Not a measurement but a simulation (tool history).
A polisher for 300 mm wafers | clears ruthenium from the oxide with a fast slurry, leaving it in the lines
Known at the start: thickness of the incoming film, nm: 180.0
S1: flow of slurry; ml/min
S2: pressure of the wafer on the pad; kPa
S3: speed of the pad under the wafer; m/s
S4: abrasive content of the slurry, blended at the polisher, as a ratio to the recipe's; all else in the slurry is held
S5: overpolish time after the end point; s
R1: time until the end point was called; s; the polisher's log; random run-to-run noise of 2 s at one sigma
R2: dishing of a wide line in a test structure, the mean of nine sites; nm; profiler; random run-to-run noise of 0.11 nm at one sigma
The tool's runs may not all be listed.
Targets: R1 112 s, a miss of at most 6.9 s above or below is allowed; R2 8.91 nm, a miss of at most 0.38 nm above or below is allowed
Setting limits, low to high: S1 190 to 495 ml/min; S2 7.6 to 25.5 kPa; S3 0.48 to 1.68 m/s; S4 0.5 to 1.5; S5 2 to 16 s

run 1 hour=0 | S1=320 S2=16.5 S3=1.08 S4=1 S5=8 | R1=42.631 R2=25.103
run 2 hour=7.8 | S1=320 S2=15.9 S3=1.02 S4=1 S5=8 | R1=47.366 R2=23.059
run 3 hour=14.6 | S1=320 S2=15.2 S3=0.98 S4=1 S5=8 | R1=51.075 R2=21.971
run 4 hour=22.4 | S1=320 S2=14.5 S3=0.92 S4=1 S5=8 | R1=55.583 R2=19.688
run 5 hour=22.9 | S1=320 S2=13.8 S3=0.88 S4=1 S5=8 | R1=63.408 R2=17.906
run 6 hour=29.4 | S1=320 S2=16.5 S3=0.88 S4=1 S5=8 | R1=52.079 R2=21.464
run 7 hour=33 | S1=320 S2=16.5 S3=0.88 S4=1 S5=8 | R1=52.367 R2=21.018
run 8 hour=38.5 | S1=320 S2=15.9 S3=0.84 S4=1 S5=8 | R1=56.946 R2=19.358
run 9 hour=41.9 | S1=320 S2=15.2 S3=0.82 S4=1 S5=8 | R1=61.588 R2=18.483
run 10 hour=46 | S1=315 S2=11 S3=0.52 S4=0.95 S5=6 | R1=133.45 R2=6.6369
-- hour=54.1 head pressure recalibrated
run 11 hour=54.1 | S1=310 S2=12.4 S3=0.52 S4=0.95 S5=7 | R1=135.53 R2=7.6229
run 12 hour=56.7 | S1=320 S2=12.4 S3=0.52 S4=0.95 S5=7 | R1=128.38 R2=7.7173

Exactly one of the 5 candidate moves below puts every result within its allowed miss. Which one?
run A hour=59.3 | S1=365 S2=11.7 S3=0.64 S4=0.95 S5=7 | R1=? R2=?
run B hour=59.3 | S1=275 S2=13.1 S3=0.64 S4=0.85 S5=6 | R1=? R2=?
run C hour=59.3 | S1=330 S2=12.4 S3=0.72 S4=0.95 S5=6 | R1=? R2=?
run D hour=59.3 | S1=360 S2=12.4 S3=0.7 S4=0.95 S5=6 | R1=? R2=?
run E hour=59.3 | S1=270 S2=15.2 S3=0.56 S4=1 S5=6 | R1=? R2=?

move=A R1=110.39 R2=8.9915
move=B R1=110.98 R2=7.6847
move=C R1=94.207 R2=9.0303
move=D R1=96.059 R2=8.8591
move=E R1=97.1 R2=8.7656
A: in spec on every target
B: about as far from the targets as the last run
C: the worst result of the last run now meets its target, but another is out of spec
D: the worst result of the last run now meets its target, but another is out of spec
E: the worst result of the last run now meets its target, but another is out of spec
A is the move that brings every result within its allowed miss.
